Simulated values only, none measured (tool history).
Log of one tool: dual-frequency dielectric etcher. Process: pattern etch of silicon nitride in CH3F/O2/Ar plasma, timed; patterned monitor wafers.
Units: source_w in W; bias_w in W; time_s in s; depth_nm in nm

run,hour,source_w,bias_w,time_s,depth_nm
1,0,530,89,28.5,24.243
2,7.8,530,99,28.5,25.823
3,9.8,530,99,26.5,23.892
4,15.7,530,99,26.5,24.212
5,22.9,530,99,26.5,24.144
6,30.9,510,98,26.5,23.508

Run 7 comes next. What will it give?
7,34.9,410,92,26.5,?

{"run 7": {"depth_nm": 19.616}}
